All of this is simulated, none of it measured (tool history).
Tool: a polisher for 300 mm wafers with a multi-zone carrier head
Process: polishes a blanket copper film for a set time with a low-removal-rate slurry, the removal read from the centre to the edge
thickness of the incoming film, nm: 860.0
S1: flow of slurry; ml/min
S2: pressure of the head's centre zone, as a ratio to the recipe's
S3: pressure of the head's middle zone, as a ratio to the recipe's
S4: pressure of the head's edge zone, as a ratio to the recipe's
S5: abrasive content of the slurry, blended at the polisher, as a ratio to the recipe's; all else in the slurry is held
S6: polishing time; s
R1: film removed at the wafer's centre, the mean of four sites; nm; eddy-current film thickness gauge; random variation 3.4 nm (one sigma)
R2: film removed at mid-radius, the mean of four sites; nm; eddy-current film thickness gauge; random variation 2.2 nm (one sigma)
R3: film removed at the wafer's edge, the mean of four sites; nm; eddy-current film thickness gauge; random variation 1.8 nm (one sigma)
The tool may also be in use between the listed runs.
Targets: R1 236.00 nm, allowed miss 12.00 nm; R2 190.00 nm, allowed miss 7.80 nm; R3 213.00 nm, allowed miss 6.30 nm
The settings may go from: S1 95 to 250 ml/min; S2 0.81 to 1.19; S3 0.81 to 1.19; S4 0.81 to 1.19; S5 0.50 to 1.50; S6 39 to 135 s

Run 1, hour 0.0: S1 160 ml/min, S2 1.00, S3 1.00, S4 1.00, S5 1.00, S6 87 s. Result: R1 184.36 nm, R2 195.06 nm, R3 187.18 nm.
Run 2, hour 3.3: S1 165 ml/min, S2 1.02, S3 0.98, S4 1.02, S5 1.00, S6 87 s. Result: R1 190.69 nm, R2 195.08 nm, R3 189.33 nm.
Run 3, hour 8.0: S1 170 ml/min, S2 1.04, S3 0.96, S4 1.04, S5 1.00, S6 87 s. Result: R1 197.67 nm, R2 187.02 nm, R3 192.73 nm.
Run 4, hour 10.4: S1 175 ml/min, S2 1.05, S3 0.96, S4 1.05, S5 1.00, S6 87 s. Result: R1 196.24 nm, R2 188.55 nm, R3 196.12 nm.
Run 5, hour 14.5: S1 180 ml/min, S2 1.07, S3 0.96, S4 1.05, S5 1.00, S6 87 s. Result: R1 207.24 nm, R2 188.99 nm, R3 192.43 nm.
Run 6, hour 19.1: S1 180 ml/min, S2 1.01, S3 0.96, S4 1.05, S5 1.00, S6 87 s. Result: R1 194.32 nm, R2 188.10 nm, R3 192.51 nm.
Run 7, hour 22.5: S1 220 ml/min, S2 1.11, S3 0.88, S4 1.15, S5 1.15, S6 88 s. Result: R1 228.69 nm, R2 192.19 nm, R3 221.54 nm.
Run 8, hour 31.1: S1 220 ml/min, S2 1.12, S3 0.88, S4 1.14, S5 1.15, S6 88 s. Result: R1 227.12 nm, R2 196.94 nm, R3 221.76 nm.

Which of these 5 next moves meets every target?
Run A, hour 39.7: S1 185 ml/min, S2 1.06, S3 0.90, S4 1.11, S5 1.00, S6 102 s. Result: R1 ?, R2 ?, R3 ?.
Run B, hour 39.7: S1 245 ml/min, S2 1.14, S3 0.88, S4 1.11, S5 0.90, S6 93 s. Result: R1 ?, R2 ?, R3 ?.
Run C, hour 39.7: S1 190 ml/min, S2 0.98, S3 0.85, S4 1.15, S5 1.15, S6 90 s. Result: R1 ?, R2 ?, R3 ?.
Run D, hour 39.7: S1 230 ml/min, S2 1.08, S3 0.99, S4 1.10, S5 1.20, S6 86 s. Result: R1 ?, R2 ?, R3 ?.
Run E, hour 39.7: S1 225 ml/min, S2 1.03, S3 0.93, S4 1.15, S5 1.25, S6 89 s. Result: R1 ?, R2 ?, R3 ?.

move      R1      R2      R3
   A  242.25  213.71  236.87
   B  237.77  191.69  214.53
   C  208.80  188.77  223.20
   D  227.54  212.79  214.88
   E  227.52  211.04  230.05
A: further off than the last run
B: meets every target
C: further off than the last run
D: brings the result that was furthest off to its target, and leaves another outside
E: further off than the last run
The right move is B.
